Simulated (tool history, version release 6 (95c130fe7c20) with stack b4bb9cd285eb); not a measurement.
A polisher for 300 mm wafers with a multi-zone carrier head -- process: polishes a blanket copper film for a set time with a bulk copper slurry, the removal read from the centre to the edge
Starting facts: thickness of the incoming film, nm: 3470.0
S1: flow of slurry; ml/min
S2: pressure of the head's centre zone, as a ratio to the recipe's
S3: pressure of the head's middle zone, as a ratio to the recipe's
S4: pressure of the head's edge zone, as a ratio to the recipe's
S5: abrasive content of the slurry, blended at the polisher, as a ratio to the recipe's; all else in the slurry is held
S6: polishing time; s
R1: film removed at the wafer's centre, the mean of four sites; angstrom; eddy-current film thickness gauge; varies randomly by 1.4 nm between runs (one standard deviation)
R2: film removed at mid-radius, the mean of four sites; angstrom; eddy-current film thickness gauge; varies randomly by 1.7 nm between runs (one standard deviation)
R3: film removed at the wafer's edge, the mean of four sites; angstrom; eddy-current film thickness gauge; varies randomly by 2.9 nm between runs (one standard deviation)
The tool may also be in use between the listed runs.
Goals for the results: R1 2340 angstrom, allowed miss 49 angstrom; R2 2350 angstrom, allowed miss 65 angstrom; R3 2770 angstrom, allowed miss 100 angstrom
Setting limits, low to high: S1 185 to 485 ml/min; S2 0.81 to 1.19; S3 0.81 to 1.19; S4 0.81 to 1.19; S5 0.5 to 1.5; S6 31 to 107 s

Run 1, hour 0: S1 310 ml/min, S2 1, S3 1, S4 1, S5 1, S6 69 s. Result: R1 5034.9 angstrom, R2 4990.8 angstrom, R3 4974.9 angstrom.
Run 2, hour 1.5: S1 365 ml/min, S2 1, S3 1, S4 1, S5 1, S6 69 s. Result: R1 5093.8 angstrom, R2 5106.2 angstrom, R3 4937.9 angstrom.
Run 3, hour 5.5: S1 365 ml/min, S2 1.06, S3 1, S4 1, S5 1, S6 69 s. Result: R1 5440.5 angstrom, R2 5095.1 angstrom, R3 5070.7 angstrom.
Run 4, hour 13.8: S1 365 ml/min, S2 1.06, S3 1, S4 1, S5 0.8, S6 69 s. Result: R1 5194.5 angstrom, R2 4891.4 angstrom, R3 4785 angstrom.
Run 5, hour 16.2: S1 365 ml/min, S2 1.06, S3 1, S4 1, S5 0.95, S6 69 s. Result: R1 5424.3 angstrom, R2 4974 angstrom, R3 4996.7 angstrom.
Run 6, hour 22.5: S1 350 ml/min, S2 1.04, S3 0.98, S4 1.02, S5 0.9, S6 65 s. Result: R1 4877.5 angstrom, R2 4583.3 angstrom, R3 4646 angstrom.
Run 7, hour 23.2: S1 335 ml/min, S2 1.02, S3 0.96, S4 1.03, S5 0.85, S6 62 s. Result: R1 4508.8 angstrom, R2 4293.9 angstrom, R3 4353.5 angstrom.
Run 8, hour 31.5: S1 315 ml/min, S2 1, S3 0.94, S4 1.05, S5 0.85, S6 59 s. Result: R1 4155.4 angstrom, R2 3941.7 angstrom, R3 4178.7 angstrom.
Run 9, hour 38.1: S1 305 ml/min, S2 0.98, S3 0.92, S4 1.06, S5 0.8, S6 57 s. Result: R1 3882.5 angstrom, R2 3654.5 angstrom, R3 4026.7 angstrom.
Run 10, hour 46: S1 300 ml/min, S2 0.96, S3 0.91, S4 1.05, S5 0.75, S6 55 s. Result: R1 3634.7 angstrom, R2 3521.6 angstrom, R3 3740.7 angstrom.
Run 11, hour 51.8: S1 290 ml/min, S2 0.95, S3 0.9, S4 1.06, S5 0.7, S6 53 s. Result: R1 3364 angstrom, R2 3221.4 angstrom, R3 3570.9 angstrom.
Run 12, hour 60: S1 280 ml/min, S2 0.93, S3 0.89, S4 1.06, S5 0.7, S6 52 s. Result: R1 3224.7 angstrom, R2 3152.9 angstrom, R3 3524.1 angstrom.
Run 13, hour 64.4: S1 240 ml/min, S2 0.84, S3 0.81, S4 1.02, S5 0.5, S6 37 s. Result: R1 1907.7 angstrom, R2 1920.8 angstrom, R3 2293.3 angstrom.
Run 14, hour 65.7: S1 260 ml/min, S2 0.85, S3 0.82, S4 1.04, S5 0.5, S6 37 s. Result: R1 1956.4 angstrom, R2 1951.2 angstrom, R3 2318.5 angstrom.
Run 15, hour 73.3: S1 250 ml/min, S2 0.86, S3 0.83, S4 1.06, S5 0.5, S6 37 s. Result: R1 1986.3 angstrom, R2 1970.3 angstrom, R3 2331.4 angstrom.
Run 16, hour 79.8: S1 260 ml/min, S2 0.86, S3 0.84, S4 1.08, S5 0.55, S6 37 s. Result: R1 2018.3 angstrom, R2 2043.1 angstrom, R3 2384.7 angstrom.
Run 17, hour 87.7: S1 335 ml/min, S2 0.91, S3 0.85, S4 1.18, S5 0.8, S6 39 s. Result: R1 2503.8 angstrom, R2 2384.6 angstrom, R3 2907.6 angstrom.
Run 18, hour 94.4: S1 335 ml/min, S2 0.91, S3 0.85, S4 1.17, S5 0.8, S6 39 s. Result: R1 2516.1 angstrom, R2 2417.7 angstrom, R3 2853.9 angstrom.
Run 19, hour 98.8: S1 335 ml/min, S2 0.9, S3 0.85, S4 1.17, S5 0.8, S6 39 s. Result: R1 2453.5 angstrom, R2 2357.1 angstrom, R3 2875.7 angstrom.
Run 20, hour 103.8: S1 335 ml/min, S2 0.9, S3 0.85, S4 1.16, S5 0.8, S6 39 s. Result: R1 2473.7 angstrom, R2 2389.3 angstrom, R3 2852.9 angstrom.

Consider the 4 candidate settings below. Which is the only one whose results all fall within their allowed miss of target?
Run A, hour 108.8: S1 325 ml/min, S2 0.87, S3 0.9, S4 1.14, S5 0.75, S6 39 s. Result: R1 ?, R2 ?, R3 ?.
Run B, hour 108.8: S1 470 ml/min, S2 0.81, S3 0.81, S4 1.07, S5 0.85, S6 42 s. Result: R1 ?, R2 ?, R3 ?.
Run C, hour 108.8: S1 420 ml/min, S2 0.89, S3 0.83, S4 1.1, S5 0.85, S6 38 s. Result: R1 ?, R2 ?, R3 ?.
Run D, hour 108.8: S1 315 ml/min, S2 0.86, S3 0.84, S4 1.1, S5 0.95, S6 38 s. Result: R1 ?, R2 ?, R3 ?.

move      R1      R2      R3
   A  2348.6  2461.6  2785.5
   B  2489.4  2566.9  3079.8
   C  2456.4  2349.8  2795.7
   D    2361  2367.1  2803.9
A: brings the last run's worst result on target, with another outside its allowed miss
B: further off than the last run
C: nearer than the last run, and not there yet
D: meets every target
The move that meets every target is D.

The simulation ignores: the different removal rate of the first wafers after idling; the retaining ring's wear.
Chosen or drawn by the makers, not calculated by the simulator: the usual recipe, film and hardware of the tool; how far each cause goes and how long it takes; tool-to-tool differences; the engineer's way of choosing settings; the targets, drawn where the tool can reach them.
